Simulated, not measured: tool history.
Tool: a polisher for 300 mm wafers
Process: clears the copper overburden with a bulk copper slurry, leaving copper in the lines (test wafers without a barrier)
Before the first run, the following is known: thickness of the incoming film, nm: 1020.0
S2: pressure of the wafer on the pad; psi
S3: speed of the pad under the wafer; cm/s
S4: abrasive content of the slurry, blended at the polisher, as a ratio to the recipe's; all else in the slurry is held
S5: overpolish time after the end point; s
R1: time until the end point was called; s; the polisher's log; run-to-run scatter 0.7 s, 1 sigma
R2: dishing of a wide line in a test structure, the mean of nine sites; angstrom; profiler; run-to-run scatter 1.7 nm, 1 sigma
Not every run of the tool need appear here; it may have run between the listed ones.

run 1 hour=0.0 | flow_of_slurry_(ml/min)=245 S2=3.5 S3=128 S4=1.0 S5=22 | R1=55.521 R2=1336.9
run 2 hour=3.3 | flow_of_slurry_(ml/min)=245 S2=4.0 S3=128 S4=1.0 S5=22 | R1=48.302 R2=1409.9
run 3 hour=9.0 | flow_of_slurry_(ml/min)=245 S2=3.5 S3=128 S4=1.0 S5=21 | R1=55.627 R2=1328.0
run 4 hour=14.4 | flow_of_slurry_(ml/min)=245 S2=3.2 S3=128 S4=1.0 S5=20 | R1=59.632 R2=1197.1
run 5 hour=23.0 | flow_of_slurry_(ml/min)=245 S2=2.5 S3=128 S4=1.0 S5=20 | R1=77.049 R2=1031.7
run 6 hour=28.5 | flow_of_slurry_(ml/min)=245 S2=2.5 S3=158 S4=1.0 S5=20 | R1=62.302 R2=1120.8
run 7 hour=37.3 | flow_of_slurry_(ml/min)=245 S2=2.5 S3=158 S4=1.0 S5=20 | R1=62.148 R2=1084.1
run 8 hour=38.8 | flow_of_slurry_(ml/min)=245 S2=2.3 S3=156 S4=1.0 S5=23 | R1=68.651 R2=1095.7
run 9 hour=40.1 | flow_of_slurry_(ml/min)=245 S2=2.2 S3=156 S4=1.0 S5=24 | R1=70.441 R2=1091.8
run 10 hour=42.1 | flow_of_slurry_(ml/min)=240 S2=2.0 S3=154 S4=1.0 S5=29 | R1=78.140 R2=1098.9
run 11 hour=44.5 | flow_of_slurry_(ml/min)=245 S2=2.0 S3=154 S4=1.0 S5=29 | R1=77.576 R2=1128.7

Predict the results of run 12:
run 12 hour=51.7 | flow_of_slurry_(ml/min)=250 S2=2.0 S3=154 S4=1.0 S5=28 | R1=? R2=?

{"run 12": {"R1": 77.323, "R2": 1089.7}}
